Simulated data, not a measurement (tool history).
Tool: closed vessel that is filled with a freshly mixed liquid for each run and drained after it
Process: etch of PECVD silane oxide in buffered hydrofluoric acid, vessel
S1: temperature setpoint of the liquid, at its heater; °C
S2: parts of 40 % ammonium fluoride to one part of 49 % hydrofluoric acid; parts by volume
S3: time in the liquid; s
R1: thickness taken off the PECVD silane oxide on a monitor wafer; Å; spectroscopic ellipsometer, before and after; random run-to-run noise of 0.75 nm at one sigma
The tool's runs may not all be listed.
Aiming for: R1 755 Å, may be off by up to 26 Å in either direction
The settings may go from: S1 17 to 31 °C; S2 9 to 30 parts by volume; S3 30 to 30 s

{"run": 1, "hour": 0.0, "S1": 23, "S2": 24, "S3": 30, "R1": 478.2}
{"run": 2, "hour": 5.7, "S1": 25.5, "S2": 24, "S3": 30, "R1": 543.95}
{"run": 3, "hour": 7.8, "S1": 27, "S2": 23.5, "S3": 30, "R1": 605.04}
{"run": 4, "hour": 15.2, "S1": 27, "S2": 20.5, "S3": 30, "R1": 653.9}
{"run": 5, "hour": 20.1, "S1": 27, "S2": 14, "S3": 30, "R1": 951.88}
{"run": 6, "hour": 24.2, "S1": 26, "S2": 14, "S3": 30, "R1": 906.85}
{"run": 7, "hour": 29.9, "S1": 25, "S2": 14, "S3": 30, "R1": 852.51}
{"run": 8, "hour": 31.8, "S1": 24.5, "S2": 14, "S3": 30, "R1": 839.83}
{"run": 9, "hour": 34.2, "S1": 24, "S2": 14, "S3": 30, "R1": 804.53}
{"run": 10, "hour": 38.0, "S1": 23.5, "S2": 14, "S3": 30, "R1": 788.82}

Consider the 4 candidate settings below. Which is the only one whose results all fall within their allowed miss of target?
{"run": "A", "hour": 41.8, "S1": 22, "S2": 12.5, "S3": 30, "R1": "?"}
{"run": "B", "hour": 41.8, "S1": 26, "S2": 14.5, "S3": 30, "R1": "?"}
{"run": "C", "hour": 41.8, "S1": 21.5, "S2": 12, "S3": 30, "R1": "?"}
{"run": "D", "hour": 41.8, "S1": 24, "S2": 15, "S3": 30, "R1": "?"}

move=A R1=805.16
move=B R1=866.05
move=C R1=815.09
move=D R1=751.54
A: the biggest miss grows against the last run
B: the biggest miss grows against the last run
C: the biggest miss grows against the last run
D: every result lands within tolerance
So the answer is move D, the one that meets all the targets.
